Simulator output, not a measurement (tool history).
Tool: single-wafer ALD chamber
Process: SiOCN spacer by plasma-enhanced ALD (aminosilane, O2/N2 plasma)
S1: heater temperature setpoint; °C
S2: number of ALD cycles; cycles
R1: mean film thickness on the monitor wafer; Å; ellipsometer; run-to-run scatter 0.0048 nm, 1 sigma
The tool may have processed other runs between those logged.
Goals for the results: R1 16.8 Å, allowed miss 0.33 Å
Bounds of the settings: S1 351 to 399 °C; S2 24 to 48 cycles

Run 1, hour 0: S1 375 °C, S2 36 cycles. Result: R1 22.545 Å.
Run 2, hour 1.1: S1 375 °C, S2 39 cycles. Result: R1 24.474 Å.
Run 3, hour 5.6: S1 381 °C, S2 39 cycles. Result: R1 24.234 Å.
Run 4, hour 7.5: S1 392 °C, S2 39 cycles. Result: R1 24.347 Å.
Run 5, hour 12.8: S1 392 °C, S2 36 cycles. Result: R1 22.402 Å.
Run 6, hour 18: S1 397 °C, S2 36 cycles. Result: R1 22.424 Å.
Run 7, hour 26.5: S1 397 °C, S2 34 cycles. Result: R1 21.244 Å.
At hour 27.6: thermocouple changed; heater temperature recalibrated.
Run 8, hour 27.6: S1 397 °C, S2 32 cycles. Result: R1 19.933 Å.
Run 9, hour 36.2: S1 397 °C, S2 31 cycles. Result: R1 19.287 Å.
Run 10, hour 42: S1 397 °C, S2 30 cycles. Result: R1 18.728 Å.
Run 11, hour 51: S1 397 °C, S2 29 cycles. Result: R1 18.06 Å.
Run 12, hour 54.8: S1 397 °C, S2 28 cycles. Result: R1 17.516 Å.

Exactly one of the 4 candidate moves below puts every result within its allowed miss. Which one?
Run A, hour 58.6: S1 386 °C, S2 28 cycles. Result: R1 ?.
Run B, hour 58.6: S1 399 °C, S2 27 cycles. Result: R1 ?.
Run C, hour 58.6: S1 386 °C, S2 30 cycles. Result: R1 ?.
Run D, hour 58.6: S1 391 °C, S2 29 cycles. Result: R1 ?.

move      R1
   A  17.543
   B  16.916
   C  18.796
   D  18.169
A: just as far off the targets as the last run
B: each result inside its tolerance
C: the biggest miss grows against the last run
D: the biggest miss grows against the last run
Correct choice: B, which meets every target

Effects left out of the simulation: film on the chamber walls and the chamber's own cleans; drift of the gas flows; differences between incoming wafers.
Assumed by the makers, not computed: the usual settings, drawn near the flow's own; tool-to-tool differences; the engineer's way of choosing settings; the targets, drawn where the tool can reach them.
